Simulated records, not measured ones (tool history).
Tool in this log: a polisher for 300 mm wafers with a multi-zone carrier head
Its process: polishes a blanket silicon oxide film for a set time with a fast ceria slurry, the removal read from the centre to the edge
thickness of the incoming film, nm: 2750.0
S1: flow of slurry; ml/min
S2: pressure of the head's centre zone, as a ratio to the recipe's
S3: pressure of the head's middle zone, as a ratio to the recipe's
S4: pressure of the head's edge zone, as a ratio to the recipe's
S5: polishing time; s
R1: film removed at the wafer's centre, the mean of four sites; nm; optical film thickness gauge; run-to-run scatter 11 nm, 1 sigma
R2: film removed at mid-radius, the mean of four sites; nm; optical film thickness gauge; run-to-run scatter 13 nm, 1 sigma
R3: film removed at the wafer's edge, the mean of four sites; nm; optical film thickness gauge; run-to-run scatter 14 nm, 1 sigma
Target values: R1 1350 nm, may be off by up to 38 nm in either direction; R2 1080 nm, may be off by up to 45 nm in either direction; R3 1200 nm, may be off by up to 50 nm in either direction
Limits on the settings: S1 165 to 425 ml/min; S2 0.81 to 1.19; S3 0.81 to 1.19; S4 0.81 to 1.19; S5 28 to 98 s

Run 1, hour 0: S1 275 ml/min, S2 1, S3 1, S4 1, S5 63 s. Result: R1 832.66 nm, R2 848.74 nm, R3 831.29 nm.
Run 2, hour 2.7: S1 275 ml/min, S2 1, S3 1, S4 1, S5 68 s. Result: R1 913.58 nm, R2 927.63 nm, R3 912.26 nm.
Run 3, hour 4.6: S1 230 ml/min, S2 1, S3 1, S4 1, S5 68 s. Result: R1 892.2 nm, R2 895.8 nm, R3 903.73 nm.
Run 4, hour 6: S1 230 ml/min, S2 1, S3 1, S4 1, S5 79 s. Result: R1 1021 nm, R2 1066.2 nm, R3 1037.4 nm.
Run 5, hour 14.3: S1 230 ml/min, S2 1, S3 1, S4 1, S5 70 s. Result: R1 906.38 nm, R2 915.06 nm, R3 926.95 nm.
Run 6, hour 22.1: S1 235 ml/min, S2 1.04, S3 0.99, S4 1.03, S5 73 s. Result: R1 978.41 nm, R2 960.47 nm, R3 990.26 nm.
Run 7, hour 29.5: S1 250 ml/min, S2 1.07, S3 0.97, S4 1.03, S5 75 s. Result: R1 1048.5 nm, R2 995.42 nm, R3 1024.3 nm.
Run 8, hour 34.1: S1 265 ml/min, S2 1.09, S3 0.95, S4 1.04, S5 76 s. Result: R1 1092.5 nm, R2 976.86 nm, R3 1057.5 nm.
Run 9, hour 36.1: S1 280 ml/min, S2 1.11, S3 0.95, S4 1.05, S5 77 s. Result: R1 1143.3 nm, R2 1015.2 nm, R3 1057.6 nm.
Run 10, hour 39.4: S1 285 ml/min, S2 1.13, S3 0.94, S4 1.07, S5 78 s. Result: R1 1193.5 nm, R2 997.96 nm, R3 1077.4 nm.
Run 11, hour 47.3: S1 285 ml/min, S2 1.14, S3 0.94, S4 1.08, S5 79 s. Result: R1 1198.3 nm, R2 1030.5 nm, R3 1112.4 nm.

Pick the move, out of 4, that brings all results within their allowed miss; only one does.
Run A, hour 55.2: S1 395 ml/min, S2 1.15, S3 0.9, S4 1.07, S5 85 s. Result: R1 ?, R2 ?, R3 ?.
Run B, hour 55.2: S1 285 ml/min, S2 1.18, S3 0.9, S4 1.01, S5 79 s. Result: R1 ?, R2 ?, R3 ?.
Run C, hour 55.2: S1 315 ml/min, S2 1.15, S3 1.02, S4 1.02, S5 87 s. Result: R1 ?, R2 ?, R3 ?.
Run D, hour 55.2: S1 250 ml/min, S2 1.15, S3 0.96, S4 1.01, S5 83 s. Result: R1 ?, R2 ?, R3 ?.

move      R1      R2      R3
   A  1362.5  1056.8  1198.3
   B  1255.9  952.86  1059.4
   C  1365.6  1177.9  1179.5
   D  1264.8  1040.2  1098.9
A: every result within its allowed miss
B: nearer the targets than the last run, but a result is still out of spec
C: the furthest-off result lands on target, but another misses its tolerance
D: nearer the targets than the last run, but a result is still out of spec
The move that meets every target is A.

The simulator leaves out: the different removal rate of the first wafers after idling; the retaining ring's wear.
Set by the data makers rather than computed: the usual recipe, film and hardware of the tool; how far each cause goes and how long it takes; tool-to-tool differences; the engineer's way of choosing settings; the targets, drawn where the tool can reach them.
